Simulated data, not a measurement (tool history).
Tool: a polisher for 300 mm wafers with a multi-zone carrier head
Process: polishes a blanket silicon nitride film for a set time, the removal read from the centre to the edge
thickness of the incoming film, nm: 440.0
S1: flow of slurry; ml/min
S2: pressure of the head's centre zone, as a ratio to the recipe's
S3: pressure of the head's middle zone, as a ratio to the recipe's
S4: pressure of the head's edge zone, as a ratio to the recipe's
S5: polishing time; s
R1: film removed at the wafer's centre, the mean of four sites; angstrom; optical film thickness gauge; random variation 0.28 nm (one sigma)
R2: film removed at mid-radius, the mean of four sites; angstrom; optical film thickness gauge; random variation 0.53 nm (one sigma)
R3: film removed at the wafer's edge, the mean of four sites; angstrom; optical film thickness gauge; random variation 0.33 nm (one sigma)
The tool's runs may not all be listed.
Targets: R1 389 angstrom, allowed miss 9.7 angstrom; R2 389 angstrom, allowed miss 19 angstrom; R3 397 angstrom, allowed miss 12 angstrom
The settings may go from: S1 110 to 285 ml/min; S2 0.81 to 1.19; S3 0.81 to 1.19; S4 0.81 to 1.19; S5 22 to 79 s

run 1 hour=0 | S1=180 S2=1 S3=1 S4=1 S5=50 | R1=537.89 R2=533.32 R3=542.02
run 2 hour=5.7 | S1=175 S2=0.98 S3=0.98 S4=0.96 S5=47 | R1=502.4 R2=498.4 R3=501.2
run 3 hour=10.4 | S1=170 S2=0.96 S3=0.96 S4=0.94 S5=45 | R1=471.96 R2=457.27 R3=471.33
run 4 hour=13.4 | S1=190 S2=0.96 S3=0.96 S4=0.94 S5=45 | R1=484.14 R2=475.66 R3=484.52
run 5 hour=19.6 | S1=190 S2=0.96 S3=0.96 S4=1.02 S5=45 | R1=480.36 R2=471.66 R3=489.75
run 6 hour=26.8 | S1=185 S2=0.95 S3=0.95 S4=0.99 S5=43 | R1=448.97 R2=456.93 R3=461.18
run 7 hour=30.3 | S1=175 S2=0.94 S3=0.94 S4=0.97 S5=42 | R1=431.96 R2=429.59 R3=455.47
run 8 hour=32 | S1=170 S2=0.94 S3=0.95 S4=0.94 S5=41 | R1=422.82 R2=406.49 R3=431.54
run 9 hour=37.3 | S1=160 S2=0.93 S3=0.98 S4=0.92 S5=41 | R1=409.25 R2=430.07 R3=425.28

Which of these 4 next moves meets every target?
run A hour=42.6 | S1=155 S2=1 S3=1.19 S4=0.81 S5=41 | R1=? R2=? R3=?
run B hour=42.6 | S1=165 S2=0.82 S3=0.81 S4=1.07 S5=42 | R1=? R2=? R3=?
run C hour=42.6 | S1=125 S2=0.86 S3=0.84 S4=0.95 S5=44 | R1=? R2=? R3=?
run D hour=42.6 | S1=110 S2=0.98 S3=0.98 S4=0.89 S5=41 | R1=? R2=? R3=?

move=A R1=436.76 R2=485.43 R3=405.46
move=B R1=378.77 R2=378.43 R3=465.53
move=C R1=385.09 R2=381.63 R3=445.35
move=D R1=386.87 R2=383.05 R3=394.4
A: brings the result that was furthest off to its target, and leaves another outside
B: further off than the last run
C: further off than the last run
D: meets every target
Move D is the one to make.

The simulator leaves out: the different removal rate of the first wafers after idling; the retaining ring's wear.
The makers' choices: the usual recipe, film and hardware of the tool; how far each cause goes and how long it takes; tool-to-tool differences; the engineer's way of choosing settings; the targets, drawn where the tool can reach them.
